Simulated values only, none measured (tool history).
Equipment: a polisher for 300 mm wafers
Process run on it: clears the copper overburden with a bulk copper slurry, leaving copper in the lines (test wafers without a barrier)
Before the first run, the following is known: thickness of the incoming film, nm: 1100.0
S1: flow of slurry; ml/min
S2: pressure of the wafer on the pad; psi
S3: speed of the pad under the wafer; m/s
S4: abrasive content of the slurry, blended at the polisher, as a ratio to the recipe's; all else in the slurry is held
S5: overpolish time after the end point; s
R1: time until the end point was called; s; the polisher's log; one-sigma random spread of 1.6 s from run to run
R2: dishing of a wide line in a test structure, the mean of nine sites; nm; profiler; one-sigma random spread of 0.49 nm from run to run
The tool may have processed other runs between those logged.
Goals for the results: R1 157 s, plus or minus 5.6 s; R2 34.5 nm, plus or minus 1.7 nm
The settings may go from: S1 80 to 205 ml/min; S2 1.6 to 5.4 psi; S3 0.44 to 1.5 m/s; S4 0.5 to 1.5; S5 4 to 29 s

run    day   S1   S2    S3  S4  S5      R1      R2
  1      0  135  3.5  0.96   1  15  107.88  59.692
  2  0.267  135  3.3  0.96   1  14  115.82  55.732
  3  0.412  135  3.2  0.96   1  13   118.3  54.141
  4  0.442  115  3.2  0.96   1  13  124.69  51.599
  5  0.629  115  3.2  0.96   1  17  126.74  59.258
  6   0.75  115  3.6  0.96   1  17  109.55  62.687
  7  0.942  115  3.5  0.96   1  15   113.3  58.498
  8  1.221  115  3.4  0.96   1  14  115.87   55.59
  9  1.375  115  3.4  0.96   1  14   116.6   55.89
 10  1.462  115  3.3  0.96   1  13  119.66  52.067
 11  1.758  115  3.2  0.96   1  12  123.55  49.947
 12  1.929  115  3.1  0.96   1  11  127.16  46.429
     2.083  -- head pressure recalibrated
 13  2.083  115    3  0.96   1  10  136.62  40.276
 14  2.129  110    3  0.96   1  10  140.59  40.611
 15  2.421  105    3  0.96   1  10  142.63  39.937

5 next moves are on the table. One of them brings every result within its allowed miss. Which?
  A  2.712  135  2.7   1.1  1.15  14   ?   ?
  B  2.712  110  2.8  0.94     1  14   ?   ?
  C  2.712   95  2.7  0.98     1  15   ?   ?
  D  2.712   95  2.6  1.12  1.25   8   ?   ?
  E  2.712  105  2.3  1.12   1.1   9   ?   ?

move      R1      R2
   A  128.11  51.517
   B  155.26  46.543
   C  160.96  47.257
   D  140.53  34.257
   E  156.89  34.125
A: misses by more than the last run did
B: misses by more than the last run did
C: misses by more than the last run did
D: the furthest-off result lands on target, but another misses its tolerance
E: every result within its allowed miss
So the answer is move E, the one that meets all the targets.
